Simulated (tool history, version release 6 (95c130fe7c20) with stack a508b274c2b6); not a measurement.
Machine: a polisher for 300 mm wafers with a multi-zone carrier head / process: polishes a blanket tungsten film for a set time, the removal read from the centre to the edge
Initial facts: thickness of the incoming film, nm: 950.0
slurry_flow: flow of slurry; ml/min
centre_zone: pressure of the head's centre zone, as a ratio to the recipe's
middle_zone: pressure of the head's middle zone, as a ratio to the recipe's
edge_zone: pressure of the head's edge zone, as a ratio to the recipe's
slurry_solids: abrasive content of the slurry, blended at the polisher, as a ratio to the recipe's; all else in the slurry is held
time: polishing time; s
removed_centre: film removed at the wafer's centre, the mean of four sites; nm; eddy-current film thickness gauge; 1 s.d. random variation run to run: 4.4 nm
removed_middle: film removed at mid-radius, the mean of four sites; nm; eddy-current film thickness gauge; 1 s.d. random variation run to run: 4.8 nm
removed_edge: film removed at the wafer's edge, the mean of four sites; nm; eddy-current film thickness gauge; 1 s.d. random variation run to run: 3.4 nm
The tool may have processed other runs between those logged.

run 1 hour=0 | slurry_flow=155 centre_zone=1 middle_zone=1 edge_zone=1 slurry_solids=1 time=48 | removed_centre=375.06 removed_middle=383.42 removed_edge=370.61
run 2 hour=7.4 | slurry_flow=155 centre_zone=1 middle_zone=1 edge_zone=1 slurry_solids=1 time=40 | removed_centre=315.2 removed_middle=322.04 removed_edge=309.53
run 3 hour=13 | slurry_flow=155 centre_zone=1 middle_zone=1 edge_zone=1 slurry_solids=0.85 time=40 | removed_centre=299.11 removed_middle=314.07 removed_edge=300.67
run 4 hour=20.5 | slurry_flow=155 centre_zone=1 middle_zone=1 edge_zone=1 slurry_solids=0.7 time=40 | removed_centre=295.12 removed_middle=302.94 removed_edge=291.93
run 5 hour=21 | slurry_flow=155 centre_zone=1 middle_zone=1 edge_zone=1 slurry_solids=0.9 time=40 | removed_centre=305.48 removed_middle=313.56 removed_edge=302.86
run 6 hour=23.3 | slurry_flow=160 centre_zone=1.01 middle_zone=1.01 edge_zone=1.02 slurry_solids=1 time=42 | removed_centre=330.86 removed_middle=339.83 removed_edge=330.33
run 7 hour=26.4 | slurry_flow=170 centre_zone=1.03 middle_zone=1.02 edge_zone=1.04 slurry_solids=1.05 time=44 | removed_centre=370.26 removed_middle=365.44 removed_edge=354.41
run 8 hour=32.5 | slurry_flow=185 centre_zone=1.02 middle_zone=1.07 edge_zone=1.14 slurry_solids=1.3 time=58 | removed_centre=508.1 removed_middle=524.91 removed_edge=512.21
run 9 hour=40.2 | slurry_flow=190 centre_zone=1.03 middle_zone=1.07 edge_zone=1.15 slurry_solids=1.3 time=58 | removed_centre=512.06 removed_middle=527.25 removed_edge=514.26
run 10 hour=42.7 | slurry_flow=195 centre_zone=1.04 middle_zone=1.07 edge_zone=1.15 slurry_solids=1.35 time=58 | removed_centre=526.14 removed_middle=542.22 removed_edge=518.66

Expected results for the next run?
run 11 hour=47.7 | slurry_flow=195 centre_zone=1.05 middle_zone=1.06 edge_zone=1.16 slurry_solids=1.35 time=58 | removed_centre=? removed_middle=? removed_edge=?

removed_centre: 527.48 nm
removed_middle: 535.84 nm
removed_edge: 527.83 nm

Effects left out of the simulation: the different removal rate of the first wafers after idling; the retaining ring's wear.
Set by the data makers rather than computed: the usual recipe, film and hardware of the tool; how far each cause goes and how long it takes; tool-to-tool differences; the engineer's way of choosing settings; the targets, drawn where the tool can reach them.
